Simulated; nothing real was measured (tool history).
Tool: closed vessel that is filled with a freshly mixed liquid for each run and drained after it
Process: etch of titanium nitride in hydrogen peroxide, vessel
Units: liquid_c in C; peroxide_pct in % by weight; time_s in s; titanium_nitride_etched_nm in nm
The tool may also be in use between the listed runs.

run	hour	liquid_c	peroxide_pct	time_s	titanium_nitride_etched_nm
1	0	49	23	205	8.2447
2	1	46.5	23	205	6.9466
3	8.8	49	23	205	8.2821
4	12.7	46.5	23	205	6.9743
5	17.8	43	23	205	5.3255
6	26.1	43	19.5	205	5.1124
7	33.5	42	19.5	205	4.7882
8	41.7	42	19.5	205	4.7872

Run 9 comes next. What will it give?
9	49.3	41	19.5	205	?

Run 9 gave titanium_nitride_etched_nm 4.4419 nm.
